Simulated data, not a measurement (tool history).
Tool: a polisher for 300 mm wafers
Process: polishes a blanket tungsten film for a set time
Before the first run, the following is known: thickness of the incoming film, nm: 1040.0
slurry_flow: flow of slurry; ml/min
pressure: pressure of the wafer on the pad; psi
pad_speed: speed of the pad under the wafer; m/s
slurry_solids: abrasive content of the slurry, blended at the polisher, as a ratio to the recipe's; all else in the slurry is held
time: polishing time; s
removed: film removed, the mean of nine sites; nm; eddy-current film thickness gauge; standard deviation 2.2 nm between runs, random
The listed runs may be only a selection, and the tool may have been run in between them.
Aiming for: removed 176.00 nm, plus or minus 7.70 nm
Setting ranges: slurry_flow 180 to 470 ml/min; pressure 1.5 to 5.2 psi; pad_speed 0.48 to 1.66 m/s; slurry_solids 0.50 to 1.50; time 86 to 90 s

{"run": 1, "hour": 0.0, "slurry_flow": 300, "pressure": 3.3, "pad_speed": 1.06, "slurry_solids": 1.0, "time": 86, "removed": 327.67}
{"run": 2, "hour": 4.8, "slurry_flow": 300, "pressure": 3.3, "pad_speed": 1.06, "slurry_solids": 0.85, "time": 86, "removed": 327.71}
{"run": 3, "hour": 10.2, "slurry_flow": 300, "pressure": 3.0, "pad_speed": 1.04, "slurry_solids": 0.85, "time": 86, "removed": 299.19}
{"run": 4, "hour": 11.2, "slurry_flow": 300, "pressure": 2.7, "pad_speed": 1.0, "slurry_solids": 0.85, "time": 86, "removed": 256.03}
{"run": 5, "hour": 16.1, "slurry_flow": 300, "pressure": 2.7, "pad_speed": 1.0, "slurry_solids": 0.85, "time": 86, "removed": 255.6}
{"run": 6, "hour": 23.7, "slurry_flow": 300, "pressure": 2.1, "pad_speed": 1.0, "slurry_solids": 0.85, "time": 86, "removed": 201.49}
{"run": 7, "hour": 28.7, "slurry_flow": 300, "pressure": 2.0, "pad_speed": 1.0, "slurry_solids": 0.85, "time": 86, "removed": 192.69}
{"run": 8, "hour": 33.2, "slurry_flow": 300, "pressure": 1.9, "pad_speed": 1.0, "slurry_solids": 0.85, "time": 86, "removed": 181.8}

Exactly one of the 5 candidate moves below puts every result within its allowed miss. Which one?
{"run": "A", "hour": 37.7, "slurry_flow": 185, "pressure": 2.1, "pad_speed": 0.98, "slurry_solids": 0.7, "time": 90, "removed": "?"}
{"run": "B", "hour": 37.7, "slurry_flow": 255, "pressure": 1.9, "pad_speed": 1.08, "slurry_solids": 0.75, "time": 90, "removed": "?"}
{"run": "C", "hour": 37.7, "slurry_flow": 255, "pressure": 1.8, "pad_speed": 0.98, "slurry_solids": 0.8, "time": 90, "removed": "?"}
{"run": "D", "hour": 37.7, "slurry_flow": 345, "pressure": 1.7, "pad_speed": 1.2, "slurry_solids": 0.9, "time": 87, "removed": "?"}
{"run": "E", "hour": 37.7, "slurry_flow": 310, "pressure": 1.5, "pad_speed": 1.1, "slurry_solids": 0.9, "time": 86, "removed": "?"}

move=A removed=195.93
move=B removed=200.75
move=C removed=178.62
move=D removed=200.51
move=E removed=163.07
A: misses by more than the last run did
B: misses by more than the last run did
C: every result lands within tolerance
D: misses by more than the last run did
E: takes the biggest miss from the last run beyond its target
Go with C: it meets all targets.
